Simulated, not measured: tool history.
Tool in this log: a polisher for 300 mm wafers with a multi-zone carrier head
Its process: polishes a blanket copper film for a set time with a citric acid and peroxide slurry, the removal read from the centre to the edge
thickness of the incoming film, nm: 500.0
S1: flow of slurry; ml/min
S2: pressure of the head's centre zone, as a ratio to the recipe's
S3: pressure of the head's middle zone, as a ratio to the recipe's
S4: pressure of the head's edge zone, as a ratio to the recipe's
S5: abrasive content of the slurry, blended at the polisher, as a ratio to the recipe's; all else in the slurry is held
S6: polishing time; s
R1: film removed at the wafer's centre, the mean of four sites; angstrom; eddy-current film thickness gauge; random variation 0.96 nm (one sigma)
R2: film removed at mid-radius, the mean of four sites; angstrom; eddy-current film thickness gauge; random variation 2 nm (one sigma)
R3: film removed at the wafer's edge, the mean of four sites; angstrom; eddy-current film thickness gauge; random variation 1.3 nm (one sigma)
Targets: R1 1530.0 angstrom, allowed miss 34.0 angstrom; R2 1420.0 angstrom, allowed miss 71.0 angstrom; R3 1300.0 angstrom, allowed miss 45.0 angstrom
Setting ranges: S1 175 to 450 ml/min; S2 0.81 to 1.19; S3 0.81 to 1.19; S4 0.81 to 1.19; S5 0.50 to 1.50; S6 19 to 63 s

run 1 day=0.000 | S1=290 S2=1.00 S3=1.00 S4=1.00 S5=1.00 S6=41 | R1=1168.2 R2=1161.8 R3=1159.6
run 2 day=0.046 | S1=290 S2=1.00 S3=1.00 S4=0.94 S5=1.00 S6=41 | R1=1167.5 R2=1132.6 R3=1105.7
run 3 day=0.167 | S1=350 S2=1.00 S3=1.00 S4=0.94 S5=1.00 S6=41 | R1=1200.7 R2=1157.8 R3=1122.0
run 4 day=0.379 | S1=350 S2=1.00 S3=1.00 S4=0.94 S5=1.15 S6=41 | R1=1211.7 R2=1193.1 R3=1156.5
run 5 day=0.583 | S1=350 S2=1.00 S3=0.96 S4=0.94 S5=1.15 S6=41 | R1=1212.4 R2=1168.9 R3=1160.9
run 6 day=0.929 | S1=355 S2=1.04 S3=0.99 S4=0.96 S5=1.20 S6=41 | R1=1283.1 R2=1194.3 R3=1178.0
run 7 day=0.979 | S1=360 S2=1.06 S3=1.02 S4=0.98 S5=1.25 S6=41 | R1=1328.0 R2=1241.7 R3=1190.0
run 8 day=1.238 | S1=365 S2=1.08 S3=1.04 S4=1.00 S5=1.30 S6=41 | R1=1356.8 R2=1255.2 R3=1221.5
run 9 day=1.529 | S1=370 S2=1.10 S3=1.07 S4=1.01 S5=1.35 S6=41 | R1=1383.0 R2=1293.1 R3=1219.6
run 10 day=1.646 | S1=375 S2=1.11 S3=1.08 S4=1.02 S5=1.40 S6=41 | R1=1414.0 R2=1293.1 R3=1265.9
run 11 day=1.871 | S1=380 S2=1.12 S3=1.10 S4=1.02 S5=1.40 S6=41 | R1=1425.3 R2=1313.5 R3=1235.3
run 12 day=1.908 | S1=380 S2=1.13 S3=1.11 S4=1.03 S5=1.40 S6=41 | R1=1442.3 R2=1336.0 R3=1281.2
run 13 day=2.275 | S1=385 S2=1.14 S3=1.12 S4=1.03 S5=1.40 S6=41 | R1=1471.2 R2=1383.2 R3=1257.8

Below are 5 possible settings for the next run. Only one of them brings all results inside the allowed miss of their targets. Which is it?
run A day=2.642 | S1=380 S2=1.12 S3=1.10 S4=1.12 S5=1.40 S6=43 | R1=? R2=? R3=?
run B day=2.642 | S1=325 S2=1.14 S3=1.17 S4=0.97 S5=1.50 S6=40 | R1=? R2=? R3=?
run C day=2.642 | S1=370 S2=1.17 S3=1.11 S4=1.08 S5=1.30 S6=40 | R1=? R2=? R3=?
run D day=2.642 | S1=410 S2=1.09 S3=1.13 S4=1.03 S5=1.35 S6=42 | R1=? R2=? R3=?
run E day=2.642 | S1=415 S2=1.13 S3=1.13 S4=0.99 S5=1.35 S6=43 | R1=? R2=? R3=?

move=A R1=1522.9 R2=1393.7 R3=1358.6
move=B R1=1440.4 R2=1362.4 R3=1179.8
move=C R1=1455.9 R2=1284.3 R3=1221.0
move=D R1=1446.8 R2=1389.7 R3=1268.9
move=E R1=1537.5 R2=1423.9 R3=1275.2
A: gets the furthest-off result to its target, but another result is out of tolerance
B: its largest miss is bigger than the last run's
C: its largest miss is bigger than the last run's
D: its largest miss is bigger than the last run's
E: each result inside its tolerance
Correct choice: E, which meets every target
